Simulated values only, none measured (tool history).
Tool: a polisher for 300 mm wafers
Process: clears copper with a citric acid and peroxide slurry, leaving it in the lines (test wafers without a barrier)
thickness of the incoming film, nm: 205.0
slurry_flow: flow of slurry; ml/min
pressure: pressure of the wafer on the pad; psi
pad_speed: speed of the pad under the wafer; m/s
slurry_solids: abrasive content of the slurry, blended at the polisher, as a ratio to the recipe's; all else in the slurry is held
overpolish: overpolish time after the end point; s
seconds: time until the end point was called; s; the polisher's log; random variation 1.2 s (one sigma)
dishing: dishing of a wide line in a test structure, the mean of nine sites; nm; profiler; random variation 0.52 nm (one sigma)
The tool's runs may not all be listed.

run,hour,slurry_flow,pressure,pad_speed,slurry_solids,overpolish,seconds,dishing
1,0,260,3.7,0.94,1,24,74.957,40.31
2,1.4,260,3.7,0.94,1,14,75.453,26.114
3,4.9,260,3.7,0.94,0.9,14,77.441,26.24
4,7.1,300,3.7,0.94,0.9,14,76.184,26.687
5,13.3,300,3.7,0.94,0.9,7,75.611,14.341
6,18.5,300,3.7,0.94,1.1,7,72.483,14.679
7,21,275,3.6,0.94,1,9,76.776,16.95

Forecast run 8:
8,28.5,265,3.6,0.92,0.9,11,?,?

{"run 8": {"seconds": 78.651, "dishing": 20.125}}
